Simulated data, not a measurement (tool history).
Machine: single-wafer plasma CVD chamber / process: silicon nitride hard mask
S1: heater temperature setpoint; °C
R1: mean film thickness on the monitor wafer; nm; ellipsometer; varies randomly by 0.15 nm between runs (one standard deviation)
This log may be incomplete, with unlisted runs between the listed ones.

{"run": 1, "hour": 0.0, "S1": 410, "chamber pressure (Torr)": 2.04, "RF power (kW)": 0.29, "deposition time (s)": 28.3, "R1": 31.318}
{"run": 2, "hour": 4.2, "S1": 406, "chamber pressure (Torr)": 2.04, "RF power (kW)": 0.29, "deposition time (s)": 28.3, "R1": 31.047}
{"run": 3, "hour": 8.1, "S1": 406, "chamber pressure (Torr)": 1.82, "RF power (kW)": 0.285, "deposition time (s)": 28.3, "R1": 29.787}
{"run": 4, "hour": 11.2, "S1": 406, "chamber pressure (Torr)": 2.14, "RF power (kW)": 0.285, "deposition time (s)": 28.3, "R1": 31.398}
{"run": 5, "hour": 12.6, "S1": 406, "chamber pressure (Torr)": 1.93, "RF power (kW)": 0.28, "deposition time (s)": 28.3, "R1": 30.324}
{"run": 6, "hour": 14.4, "S1": 402, "chamber pressure (Torr)": 1.93, "RF power (kW)": 0.28, "deposition time (s)": 28.3, "R1": 29.942}
{"run": 7, "hour": 19.0, "S1": 402, "chamber pressure (Torr)": 1.79, "RF power (kW)": 0.275, "deposition time (s)": 28.3, "R1": 29.168}
{"run": 8, "hour": 24.7, "S1": 402, "chamber pressure (Torr)": 1.69, "RF power (kW)": 0.275, "deposition time (s)": 28.3, "R1": 28.685}
{"run": 9, "hour": 30.1, "S1": 402, "chamber pressure (Torr)": 1.62, "RF power (kW)": 0.275, "deposition time (s)": 28.3, "R1": 28.041}

Run 10, settings as shown, results not yet in. Your forecast:
{"run": 10, "hour": 37.6, "S1": 402, "chamber pressure (Torr)": 1.6, "RF power (kW)": 0.275, "deposition time (s)": 28.3, "R1": "?"}

Run 10 produced R1 28.168 nm.
